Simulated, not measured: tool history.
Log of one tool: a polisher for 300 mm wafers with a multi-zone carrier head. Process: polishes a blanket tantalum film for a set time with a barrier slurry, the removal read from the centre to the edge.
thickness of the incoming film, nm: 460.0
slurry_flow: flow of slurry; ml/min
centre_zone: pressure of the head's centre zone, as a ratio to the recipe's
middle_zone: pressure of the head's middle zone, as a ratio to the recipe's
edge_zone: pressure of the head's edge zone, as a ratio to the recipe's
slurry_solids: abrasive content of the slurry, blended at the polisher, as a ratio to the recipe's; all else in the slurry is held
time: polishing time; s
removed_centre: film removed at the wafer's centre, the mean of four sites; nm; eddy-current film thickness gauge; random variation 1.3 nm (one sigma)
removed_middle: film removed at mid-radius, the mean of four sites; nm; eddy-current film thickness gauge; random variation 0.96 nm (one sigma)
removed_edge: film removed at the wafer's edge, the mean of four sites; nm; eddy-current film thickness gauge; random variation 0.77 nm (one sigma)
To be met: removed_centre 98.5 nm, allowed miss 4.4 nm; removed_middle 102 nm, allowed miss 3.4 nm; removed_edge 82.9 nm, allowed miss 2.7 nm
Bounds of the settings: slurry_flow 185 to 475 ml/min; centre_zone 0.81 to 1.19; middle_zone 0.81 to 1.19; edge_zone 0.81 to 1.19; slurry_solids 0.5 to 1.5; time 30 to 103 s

run  hour  slurry_flow  centre_zone  middle_zone  edge_zone  slurry_solids  time  removed_centre  removed_middle  removed_edge
  1     0          305            1            1          1              1    66          100.28          99.354        99.522
  2   7.6          305         1.01         1.02       0.97           0.95    66          96.481           96.56        96.446
  3  14.7          275         1.01         1.02       0.97           0.95    66           97.72          96.577        94.852
  4  21.7          260         1.02         1.05       0.94           0.95    66          97.694          100.45        93.558
  5  26.9          260         1.02         1.05       1.02           0.95    66          96.633          98.135        96.653
  6  27.7          260         1.02         1.05       1.02           0.95    53          77.548          80.341        79.193
  7  32.4          265         1.04         1.07          1              1    53          80.404          83.051        77.141
  8  38.6          265         1.05         1.08       1.01           1.05    53          83.217          83.905        80.697
  9  42.1          265         1.06          1.1       0.98            1.1    53           82.59          86.995        80.647

5 next moves are on the table. One of them brings every result within its allowed miss. Which?
  A  45.6          230         1.03         1.19       0.88            1.1    59               ?               ?             ?
  B  45.6          255         1.11         1.08       0.82           1.05    61               ?               ?             ?
  C  45.6          240          1.1         1.02       1.01            1.1    55               ?               ?             ?
  D  45.6          245          0.9         1.19       0.94            1.2    55               ?               ?             ?
  E  45.6          360         1.11         1.16       0.84            0.8    64               ?               ?             ?

move  removed_centre  removed_middle  removed_edge
   A          88.313          100.74        82.324
   B          96.677           95.87        82.279
   C          86.933          82.763        82.607
   D          77.251            97.1        81.661
   E          96.461          101.26        81.823
A: brings the result that was furthest off to its target, and leaves another outside
B: nearer than the last run, and not there yet
C: further off than the last run
D: further off than the last run
E: meets every target
Move E is the one to make.
